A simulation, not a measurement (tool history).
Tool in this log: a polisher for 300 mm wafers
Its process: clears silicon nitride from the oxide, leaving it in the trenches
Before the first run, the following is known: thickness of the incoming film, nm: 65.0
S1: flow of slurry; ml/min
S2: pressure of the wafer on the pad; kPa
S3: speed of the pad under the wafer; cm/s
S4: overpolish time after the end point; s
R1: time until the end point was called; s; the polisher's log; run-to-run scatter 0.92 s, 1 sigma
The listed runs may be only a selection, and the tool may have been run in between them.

| run | day | S1 | S2 | S3 | S4 | R1 |
|---|---|---|---|---|---|---|
| 1 | 0 | 150 | 20 | 76 | 3 | 90.679 |
| 2 | 0.258 | 135 | 20 | 76 | 3 | 91.816 |
| 3 | 0.575 | 120 | 20 | 76 | 3 | 92.437 |
| 4 | 0.738 | 120 | 24.1 | 76 | 3 | 78.288 |
| 5 | 1.058 | 140 | 24.1 | 76 | 3 | 77.072 |
| 6 | 1.271 | 140 | 24.1 | 76 | 3 | 76.752 |
| 7 | 1.554 | 120 | 18.6 | 76 | 3 | 101.13 |

Run 8 is up next; what results do you expect?
| 8 | 1.925 | 115 | 18.6 | 76 | 3 | ? |

Logged for run 8: R1 101 s.
